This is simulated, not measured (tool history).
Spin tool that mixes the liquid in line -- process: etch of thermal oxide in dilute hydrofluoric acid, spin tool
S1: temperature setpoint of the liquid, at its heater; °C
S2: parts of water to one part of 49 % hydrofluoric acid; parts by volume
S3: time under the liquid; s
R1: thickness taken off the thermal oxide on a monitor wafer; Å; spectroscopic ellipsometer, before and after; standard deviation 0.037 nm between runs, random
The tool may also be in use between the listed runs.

run 1 day=0.000 | S1=26.0 S2=245 S3=270 | R1=50.130
run 2 day=0.242 | S1=25.0 S2=245 S3=270 | R1=48.148
run 3 day=0.317 | S1=25.0 S2=190 S3=270 | R1=65.831
run 4 day=0.488 | S1=23.5 S2=200 S3=270 | R1=59.152
run 5 day=0.779 | S1=25.0 S2=200 S3=270 | R1=62.132
run 6 day=0.912 | S1=25.0 S2=135 S3=270 | R1=99.141
run 7 day=0.942 | S1=25.0 S2=135 S3=270 | R1=98.988

Predict the results of run 8:
run 8 day=1.129 | S1=23.5 S2=155 S3=270 | R1=?

Run 8 produced R1 79.179 Å.

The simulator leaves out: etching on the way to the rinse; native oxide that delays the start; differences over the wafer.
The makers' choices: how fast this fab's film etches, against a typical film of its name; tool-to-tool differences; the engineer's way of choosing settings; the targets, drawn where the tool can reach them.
